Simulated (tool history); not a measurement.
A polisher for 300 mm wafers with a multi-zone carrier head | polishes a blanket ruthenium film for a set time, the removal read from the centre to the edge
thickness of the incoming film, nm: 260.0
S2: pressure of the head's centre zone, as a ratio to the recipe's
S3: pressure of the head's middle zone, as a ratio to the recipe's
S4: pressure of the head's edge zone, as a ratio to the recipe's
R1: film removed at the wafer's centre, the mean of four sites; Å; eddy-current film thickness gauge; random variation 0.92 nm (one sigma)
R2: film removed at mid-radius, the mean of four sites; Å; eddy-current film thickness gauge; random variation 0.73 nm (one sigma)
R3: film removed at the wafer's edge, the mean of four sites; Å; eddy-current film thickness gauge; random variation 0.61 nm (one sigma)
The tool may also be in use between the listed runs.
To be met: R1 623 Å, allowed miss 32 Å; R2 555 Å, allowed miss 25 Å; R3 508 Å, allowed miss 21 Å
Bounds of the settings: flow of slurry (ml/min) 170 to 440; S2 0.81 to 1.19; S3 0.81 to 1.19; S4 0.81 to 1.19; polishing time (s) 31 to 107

run 1 day=0 | flow_of_slurry_(ml/min)=280 S2=1 S3=1 S4=1 polishing_time_(s)=69 | R1=862.64 R2=840.7 R3=858.69
run 2 day=0.096 | flow_of_slurry_(ml/min)=280 S2=1.02 S3=1.01 S4=0.98 polishing_time_(s)=65 | R1=825.71 R2=816.89 R3=807.96
run 3 day=0.167 | flow_of_slurry_(ml/min)=280 S2=1.1 S3=1.01 S4=0.98 polishing_time_(s)=65 | R1=894.72 R2=805.75 R3=787.12
run 4 day=0.4 | flow_of_slurry_(ml/min)=280 S2=1.1 S3=1.01 S4=1.02 polishing_time_(s)=65 | R1=868.6 R2=817.35 R3=821.06
run 5 day=0.546 | flow_of_slurry_(ml/min)=280 S2=1.13 S3=1.01 S4=1.02 polishing_time_(s)=65 | R1=892.63 R2=814.55 R3=819.19
run 6 day=0.829 | flow_of_slurry_(ml/min)=280 S2=1.12 S3=1.01 S4=1 polishing_time_(s)=61 | R1=856.77 R2=772.6 R3=758.96
run 7 day=0.921 | flow_of_slurry_(ml/min)=280 S2=1.04 S3=0.99 S4=0.9 polishing_time_(s)=42 | R1=541.35 R2=519.49 R3=511.56
run 8 day=1.129 | flow_of_slurry_(ml/min)=285 S2=1.06 S3=1 S4=0.9 polishing_time_(s)=42 | R1=545.93 R2=522.03 R3=507.9

Which of these 4 next moves meets every target?
run A day=1.338 | flow_of_slurry_(ml/min)=270 S2=1.14 S3=1.02 S4=0.81 polishing_time_(s)=44 | R1=? R2=? R3=?
run B day=1.338 | flow_of_slurry_(ml/min)=300 S2=1.19 S3=0.9 S4=0.81 polishing_time_(s)=43 | R1=? R2=? R3=?
run C day=1.338 | flow_of_slurry_(ml/min)=310 S2=1.12 S3=1.03 S4=0.81 polishing_time_(s)=49 | R1=? R2=? R3=?
run D day=1.338 | flow_of_slurry_(ml/min)=255 S2=1.07 S3=1.06 S4=0.86 polishing_time_(s)=48 | R1=? R2=? R3=?

move=A R1=598.21 R2=563.42 R3=516.74
move=B R1=617.53 R2=501.24 R3=510.15
move=C R1=665.03 R2=641.96 R3=581.77
move=D R1=607.93 R2=631.04 R3=572.41
A: meets every target
B: brings the result that was furthest off to its target, and leaves another outside
C: takes the result that was furthest off past its target
D: brings the result that was furthest off to its target, and leaves another outside
The right move is A.

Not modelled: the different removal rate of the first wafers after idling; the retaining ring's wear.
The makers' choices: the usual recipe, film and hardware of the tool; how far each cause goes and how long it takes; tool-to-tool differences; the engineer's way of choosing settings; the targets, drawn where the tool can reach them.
